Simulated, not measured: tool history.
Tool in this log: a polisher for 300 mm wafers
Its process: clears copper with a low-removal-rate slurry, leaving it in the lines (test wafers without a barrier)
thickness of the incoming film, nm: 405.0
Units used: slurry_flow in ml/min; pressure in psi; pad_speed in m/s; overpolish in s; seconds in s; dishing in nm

{"run": 1, "hour": 0.0, "slurry_flow": 275, "pressure": 2.8, "pad_speed": 1.3, "slurry_solids": 1, "overpolish": 16, "seconds": 112.76, "dishing": 34.765}
{"run": 2, "hour": 8.5, "slurry_flow": 275, "pressure": 2.8, "pad_speed": 1.56, "slurry_solids": 1, "overpolish": 16, "seconds": 99.027, "dishing": 41.364}
{"run": 3, "hour": 17.4, "slurry_flow": 275, "pressure": 3.2, "pad_speed": 1.56, "slurry_solids": 1, "overpolish": 16, "seconds": 85.895, "dishing": 43.969}
{"run": 4, "hour": 24.3, "slurry_flow": 275, "pressure": 3.2, "pad_speed": 1.56, "slurry_solids": 1.15, "overpolish": 16, "seconds": 82.85, "dishing": 46.609}
{"run": 5, "hour": 31.2, "slurry_flow": 275, "pressure": 3.3, "pad_speed": 1.58, "slurry_solids": 1.15, "overpolish": 18, "seconds": 79.986, "dishing": 52.876}
{"run": 6, "hour": 33.3, "slurry_flow": 275, "pressure": 3.4, "pad_speed": 1.58, "slurry_solids": 1.15, "overpolish": 19, "seconds": 78.454, "dishing": 55.633}
{"hour": 35.3, "done": "slurry blender recalibrated"}
{"run": 7, "hour": 35.3, "slurry_flow": 275, "pressure": 3.5, "pad_speed": 1.58, "slurry_solids": 1.15, "overpolish": 20, "seconds": 70.552, "dishing": 62.731}

Run 8 is up next; what results do you expect?
{"run": 8, "hour": 42.9, "slurry_flow": 275, "pressure": 3.5, "pad_speed": 1.58, "slurry_solids": 1.15, "overpolish": 21, "seconds": "?", "dishing": "?"}

Logged for run 8: seconds 70.94 s, dishing 66.075 nm.

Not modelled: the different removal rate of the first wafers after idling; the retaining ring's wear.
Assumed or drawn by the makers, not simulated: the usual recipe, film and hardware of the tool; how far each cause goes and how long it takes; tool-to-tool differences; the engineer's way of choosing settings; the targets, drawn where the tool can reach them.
